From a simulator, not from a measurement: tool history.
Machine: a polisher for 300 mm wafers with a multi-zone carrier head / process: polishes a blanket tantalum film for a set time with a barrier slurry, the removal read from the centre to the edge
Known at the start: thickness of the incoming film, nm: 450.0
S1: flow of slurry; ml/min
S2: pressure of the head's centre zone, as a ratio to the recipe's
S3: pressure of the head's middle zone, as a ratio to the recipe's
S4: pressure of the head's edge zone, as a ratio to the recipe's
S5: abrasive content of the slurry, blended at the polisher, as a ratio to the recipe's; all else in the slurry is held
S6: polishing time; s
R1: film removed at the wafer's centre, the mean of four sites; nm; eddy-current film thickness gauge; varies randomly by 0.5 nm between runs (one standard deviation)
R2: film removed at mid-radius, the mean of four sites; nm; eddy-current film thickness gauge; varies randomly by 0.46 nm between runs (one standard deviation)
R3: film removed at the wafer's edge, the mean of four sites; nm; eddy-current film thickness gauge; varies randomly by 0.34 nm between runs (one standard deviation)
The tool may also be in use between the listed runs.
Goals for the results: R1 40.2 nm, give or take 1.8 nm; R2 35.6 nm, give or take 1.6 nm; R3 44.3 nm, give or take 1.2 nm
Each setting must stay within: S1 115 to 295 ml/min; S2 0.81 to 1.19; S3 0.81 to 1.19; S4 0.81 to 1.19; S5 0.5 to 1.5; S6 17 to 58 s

{"run": 1, "day": 0.0, "S1": 190, "S2": 1, "S3": 1, "S4": 1, "S5": 1, "S6": 37, "R1": 49.104, "R2": 50.916, "R3": 51.375}
{"run": 2, "day": 0.146, "S1": 180, "S2": 1, "S3": 0.96, "S4": 1.01, "S5": 0.9, "S6": 37, "R1": 47.936, "R2": 47.202, "R3": 49.432}
{"run": 3, "day": 0.354, "S1": 145, "S2": 1, "S3": 0.96, "S4": 1.01, "S5": 0.9, "S6": 37, "R1": 46.716, "R2": 47.261, "R3": 49.147}
{"run": 4, "day": 0.662, "S1": 145, "S2": 1, "S3": 0.9, "S4": 1.01, "S5": 0.9, "S6": 37, "R1": 46.642, "R2": 44.094, "R3": 48.587}
{"run": 5, "day": 0.712, "S1": 145, "S2": 0.94, "S3": 0.9, "S4": 1.01, "S5": 0.9, "S6": 37, "R1": 44.831, "R2": 43.921, "R3": 49.088}
{"run": 6, "day": 0.958, "S1": 145, "S2": 0.94, "S3": 0.9, "S4": 0.93, "S5": 0.9, "S6": 37, "R1": 43.957, "R2": 42.499, "R3": 47.539}
{"run": 7, "day": 1.071, "S1": 145, "S2": 0.93, "S3": 0.88, "S4": 0.92, "S5": 0.85, "S6": 37, "R1": 43.025, "R2": 42.013, "R3": 46.113}
{"run": 8, "day": 1.183, "S1": 140, "S2": 0.94, "S3": 0.86, "S4": 0.95, "S5": 0.85, "S6": 36, "R1": 41.972, "R2": 40.934, "R3": 45.281}
{"run": 9, "day": 1.379, "S1": 135, "S2": 1, "S3": 0.81, "S4": 1.05, "S5": 0.6, "S6": 36, "R1": 37.123, "R2": 32.292, "R3": 40.289}
{"run": 10, "day": 1.571, "S1": 145, "S2": 1, "S3": 0.82, "S4": 1.07, "S5": 0.6, "S6": 36, "R1": 37.57, "R2": 32.856, "R3": 40.921}
{"run": 11, "day": 1.867, "S1": 150, "S2": 1, "S3": 0.83, "S4": 1.09, "S5": 0.6, "S6": 36, "R1": 38.542, "R2": 32.752, "R3": 41.619}
{"run": 12, "day": 1.892, "S1": 155, "S2": 0.99, "S3": 0.84, "S4": 1.1, "S5": 0.6, "S6": 36, "R1": 38.905, "R2": 33.413, "R3": 42.124}
{"run": 13, "day": 1.921, "S1": 160, "S2": 0.98, "S3": 0.85, "S4": 1.11, "S5": 0.6, "S6": 36, "R1": 36.688, "R2": 33.962, "R3": 42.248}
{"run": 14, "day": 2.096, "S1": 165, "S2": 0.99, "S3": 0.85, "S4": 1.12, "S5": 0.6, "S6": 36, "R1": 38.824, "R2": 33.953, "R3": 42.636}
{"run": 15, "day": 2.196, "S1": 170, "S2": 0.99, "S3": 0.86, "S4": 1.13, "S5": 0.6, "S6": 36, "R1": 39.403, "R2": 34.106, "R3": 42.498}
{"run": 16, "day": 2.271, "S1": 170, "S2": 0.99, "S3": 0.86, "S4": 1.14, "S5": 0.6, "S6": 36, "R1": 38.458, "R2": 34.341, "R3": 42.869}
{"run": 17, "day": 2.512, "S1": 175, "S2": 0.99, "S3": 0.86, "S4": 1.15, "S5": 0.6, "S6": 36, "R1": 37.404, "R2": 34.445, "R3": 42.589}
{"run": 18, "day": 2.833, "S1": 175, "S2": 1, "S3": 0.86, "S4": 1.15, "S5": 0.6, "S6": 36, "R1": 39.097, "R2": 35.127, "R3": 43.114}

Of the 4 settings listed for the next run, only one would bring every result within its allowed miss of target. Which one?
{"run": "A", "day": 3.154, "S1": 175, "S2": 1.15, "S3": 0.86, "S4": 1.15, "S5": 0.55, "S6": 38, "R1": "?", "R2": "?", "R3": "?"}
{"run": "B", "day": 3.154, "S1": 205, "S2": 1.16, "S3": 0.92, "S4": 1.08, "S5": 0.7, "S6": 33, "R1": "?", "R2": "?", "R3": "?"}
{"run": "C", "day": 3.154, "S1": 210, "S2": 1.1, "S3": 0.92, "S4": 1.1, "S5": 0.65, "S6": 33, "R1": "?", "R2": "?", "R3": "?"}
{"run": "D", "day": 3.154, "S1": 165, "S2": 1.04, "S3": 0.88, "S4": 1.19, "S5": 0.55, "S6": 39, "R1": "?", "R2": "?", "R3": "?"}

move=A R1=43.769 R2=34.835 R3=43.297
move=B R1=44.549 R2=37.124 R3=42.054
move=C R1=41.042 R2=35.857 R3=40.961
move=D R1=40.819 R2=36.235 R3=45.024
A: brings the last run's worst result on target, with another outside its allowed miss
B: the biggest miss grows against the last run
C: the biggest miss grows against the last run
D: all results land within tolerance of their targets
D meets every target.

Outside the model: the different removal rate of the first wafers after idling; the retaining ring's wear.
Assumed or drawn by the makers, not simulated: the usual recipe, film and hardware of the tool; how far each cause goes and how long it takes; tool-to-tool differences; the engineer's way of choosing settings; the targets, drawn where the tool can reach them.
